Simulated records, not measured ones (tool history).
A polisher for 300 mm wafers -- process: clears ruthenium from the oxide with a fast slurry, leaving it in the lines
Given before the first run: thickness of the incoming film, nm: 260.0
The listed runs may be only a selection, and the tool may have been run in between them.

run	day	flow of slurry (ml/min)	pressure of the wafer on the pad (kPa)	speed of the pad under the wafer (m/s)	abrasive content of the slurry	overpolish time after the end point (s)	time until the end point was called (s)	dishing of a wide line in a test structure (nm)
1	0.000	235	15.2	0.92	1.0	27	84.413	56.980
2	0.088	235	13.8	0.92	1.0	29	93.219	57.325
3	0.454	260	13.8	0.92	1.0	29	92.152	58.529
4	0.508	260	12.4	0.92	1.0	29	102.580	54.482
5	0.858	260	10.3	0.92	1.0	29	120.830	47.873
6	1.221	210	10.3	0.92	1.0	29	123.880	46.577
7	1.417	210	10.3	0.92	1.0	29	125.120	47.961
8	1.783	210	10.3	0.92	1.0	29	123.790	47.785
9	1.967	205	9.7	0.92	1.0	31	133.550	46.616

The next listed run, before its measurement:
10	2.262	200	9.7	0.92	1.0	33	?	?

Run 10 came out at time until the end point was called (s) 133.320, dishing of a wide line in a test structure (nm) 49.032.

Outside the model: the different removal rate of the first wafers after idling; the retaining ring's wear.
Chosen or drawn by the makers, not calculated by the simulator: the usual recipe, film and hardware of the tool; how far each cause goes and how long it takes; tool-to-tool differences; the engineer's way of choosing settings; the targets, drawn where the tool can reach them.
